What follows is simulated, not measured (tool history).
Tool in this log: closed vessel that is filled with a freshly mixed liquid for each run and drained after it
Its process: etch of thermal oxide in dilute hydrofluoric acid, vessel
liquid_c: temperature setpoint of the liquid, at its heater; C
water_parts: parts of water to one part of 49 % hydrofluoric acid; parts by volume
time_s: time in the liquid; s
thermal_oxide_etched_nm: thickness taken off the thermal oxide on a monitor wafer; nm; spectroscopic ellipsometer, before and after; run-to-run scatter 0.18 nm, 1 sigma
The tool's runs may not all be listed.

Run 1, day 0.000: liquid_c 21.0 C, water_parts 75 parts by volume, time_s 695 s. Result: thermal_oxide_etched_nm 33.352 nm.
Run 2, day 0.333: liquid_c 21.0 C, water_parts 75 parts by volume, time_s 695 s. Result: thermal_oxide_etched_nm 33.523 nm.
Run 3, day 0.571: liquid_c 19.0 C, water_parts 75 parts by volume, time_s 695 s. Result: thermal_oxide_etched_nm 30.765 nm.
Run 4, day 0.912: liquid_c 19.0 C, water_parts 75 parts by volume, time_s 695 s. Result: thermal_oxide_etched_nm 30.683 nm.
Run 5, day 1.083: liquid_c 18.5 C, water_parts 75 parts by volume, time_s 695 s. Result: thermal_oxide_etched_nm 30.109 nm.
Run 6, day 1.179: liquid_c 18.0 C, water_parts 75 parts by volume, time_s 695 s. Result: thermal_oxide_etched_nm 29.553 nm.

Forecast run 7:
At day 1.508: hydrofluoric acid flow meter replaced.
Run 7, day 1.508: liquid_c 17.5 C, water_parts 80 parts by volume, time_s 695 s. Result: thermal_oxide_etched_nm ?.

Logged for run 7: thermal_oxide_etched_nm 29.449 nm.

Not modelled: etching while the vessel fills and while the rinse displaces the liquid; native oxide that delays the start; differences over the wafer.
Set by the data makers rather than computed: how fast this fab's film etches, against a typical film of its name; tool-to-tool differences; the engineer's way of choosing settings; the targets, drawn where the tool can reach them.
